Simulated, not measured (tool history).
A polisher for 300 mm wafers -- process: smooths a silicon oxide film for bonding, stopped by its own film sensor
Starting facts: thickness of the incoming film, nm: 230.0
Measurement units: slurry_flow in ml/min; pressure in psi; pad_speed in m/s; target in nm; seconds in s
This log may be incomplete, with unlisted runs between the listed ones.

run  hour  slurry_flow  pressure  pad_speed  slurry_solids  target  seconds
  1   0.0          140       2.0       1.12            1.0     157   76.151
  2   8.3          135       1.8       1.12            1.0     157   83.843
  3  15.6          135       2.3       1.12            1.0     157   66.298
  4  23.8          135       2.3       1.12            1.0     157   66.364
  5  25.1          135       2.3       1.12            0.8     157   73.081
  6  26.5          130       2.0       1.12            0.8     157   83.448
  7  28.7          130       1.8       1.12            0.8     157   93.879
  8  31.5          125       1.7       1.12            0.8     157   96.887
  9  39.0          125       1.6       1.12            0.8     157  105.700
 10  40.6          120       1.6       1.12            0.8     157  105.380
 11  45.7          115       1.6       1.12            0.8     157  106.870
 12  51.7          110       1.6       1.12            0.8     157  107.190
 13  55.0          105       1.6       1.12            0.8     157  106.270
 14  63.1          105       1.4       1.12            0.8     157  123.220
 15  71.2          110       1.4       1.12            0.8     157  122.840

Run 16 comes next. What will it give?
 16  73.0          110       1.4       1.12            0.8     157        ?

Logged for run 16: seconds 122.930 s.
